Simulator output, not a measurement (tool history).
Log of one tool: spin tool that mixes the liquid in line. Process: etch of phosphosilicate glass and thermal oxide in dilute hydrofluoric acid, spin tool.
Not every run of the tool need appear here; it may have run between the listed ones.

run  hour  temperature setpoint of the liquid (K)  parts of water to one part of 49 % hydrofluoric acid (parts by volume)  time under the liquid (s)  thickness taken off the phosphosilicate glass on a monitor wafer (angstrom)  thickness taken off the thermal oxide on a monitor wafer (angstrom)
  1   0.0                                  294.15                                                                     260                         30                                                                      103.280                                                               4.1949
  2   4.5                                  293.65                                                                     280                         30                                                                       91.780                                                               3.5753
  3  12.0                                  290.15                                                                     280                         30                                                                       81.432                                                               2.9947
  4  15.9                                  293.65                                                                     280                         30                                                                       91.820                                                               3.8110
  5  19.3                                  293.15                                                                     295                         30                                                                       84.895                                                               4.2197
  6  27.5                                  292.65                                                                     305                         30                                                                       79.505                                                               2.8466
  7  30.6                                  292.65                                                                     320                         30                                                                       74.533                                                               3.1649

Run 8, settings as shown, results not yet in. Your forecast:
  8  36.8                                  290.15                                                                     425                         30                                                                            ?                                                                    ?

{"run 8": {"thickness taken off the phosphosilicate glass on a monitor wafer (angstrom)": 47.623, "thickness taken off the thermal oxide on a monitor wafer (angstrom)": 1.6727}}
